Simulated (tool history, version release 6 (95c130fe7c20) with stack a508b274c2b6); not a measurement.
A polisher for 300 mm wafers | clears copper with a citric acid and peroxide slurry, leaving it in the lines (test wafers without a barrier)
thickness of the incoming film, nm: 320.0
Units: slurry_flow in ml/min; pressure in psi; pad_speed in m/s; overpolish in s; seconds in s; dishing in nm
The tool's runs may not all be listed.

run  hour  slurry_flow  pressure  pad_speed  slurry_solids  overpolish  seconds  dishing
  1   0.0          265       3.5       1.26            1.0          29   90.702   62.023
  2   7.6          265       3.2       1.26            1.0          30   96.787   59.133
  3  15.1          210       3.2       1.26            1.0          30   99.332   56.592
  4  21.7          210       2.9       1.26            1.0          31  107.150   55.698
  5  27.3          210       2.7       1.26            1.0          31  110.990   53.961
  6  32.7          210       2.5       1.26            1.0          31  117.680   50.170
  7  40.4          210       2.3       1.26            1.0          32  125.450   50.057
  8  45.0          210       2.2       1.26            1.0          32  130.430   49.739
  9  51.2          210       2.1       1.26            1.0          32  134.070   47.900
 10  54.1          210       2.0       1.26            1.0          32  135.420   45.436

The next listed run, before its measurement:
 11  57.6          210       2.0       1.26            1.0          33        ?        ?

Run 11 gave seconds 139.080 s, dishing 47.270 nm.
